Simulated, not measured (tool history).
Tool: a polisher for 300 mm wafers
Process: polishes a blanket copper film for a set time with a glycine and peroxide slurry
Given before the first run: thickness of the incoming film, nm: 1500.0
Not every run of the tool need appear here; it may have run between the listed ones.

run,hour,flow of slurry (ml/min),pressure of the wafer on the pad (psi),speed of the pad under the wafer (m/s),polishing time (s),film removed (nm)
1,0,225,3.4,0.8,73,394.77
2,0.9,270,3.4,0.8,73,418.3
3,2,270,3.8,0.8,73,419.5
4,7.7,270,4.3,0.8,73,455.78
5,15.9,270,4.9,0.8,73,502.43
6,22.4,270,4.6,0.78,73,476.8
7,30.9,270,4.3,0.76,73,465.93
8,36.7,260,4,0.74,73,426.18
9,41.9,260,3.8,0.72,73,402.68
10,43.7,260,3.6,0.72,73,392.62

Run 11 has not been measured yet. What should we expect?
11,48.8,260,3.5,0.72,73,?

{"run 11": {"film removed (nm)": 383.99}}
